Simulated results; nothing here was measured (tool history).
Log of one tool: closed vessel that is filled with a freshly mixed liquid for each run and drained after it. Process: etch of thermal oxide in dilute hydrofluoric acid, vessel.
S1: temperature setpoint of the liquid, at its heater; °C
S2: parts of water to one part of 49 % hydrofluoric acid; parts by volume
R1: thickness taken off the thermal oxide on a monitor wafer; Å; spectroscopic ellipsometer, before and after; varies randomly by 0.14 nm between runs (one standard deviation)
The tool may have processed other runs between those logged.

Run 1, hour 0: S1 25 °C, S2 55 parts by volume, time in the liquid (s) 325. Result: R1 334.72 Å.
Run 2, hour 1.2: S1 23 °C, S2 55 parts by volume, time in the liquid (s) 325. Result: R1 307.32 Å.
Run 3, hour 10.4: S1 23 °C, S2 55 parts by volume, time in the liquid (s) 350. Result: R1 332.85 Å.
Run 4, hour 15: S1 22 °C, S2 60 parts by volume, time in the liquid (s) 350. Result: R1 288.48 Å.
Run 5, hour 23.7: S1 22 °C, S2 45 parts by volume, time in the liquid (s) 350. Result: R1 387.24 Å.
Run 6, hour 32.2: S1 22 °C, S2 45 parts by volume, time in the liquid (s) 325. Result: R1 364.37 Å.
Run 7, hour 35.1: S1 18 °C, S2 70 parts by volume, time in the liquid (s) 325. Result: R1 191.89 Å.

The next listed run, before its measurement:
Run 8, hour 36.6: S1 17.5 °C, S2 75 parts by volume, time in the liquid (s) 325. Result: R1 ?.

{"run 8": {"R1": 176.98}}
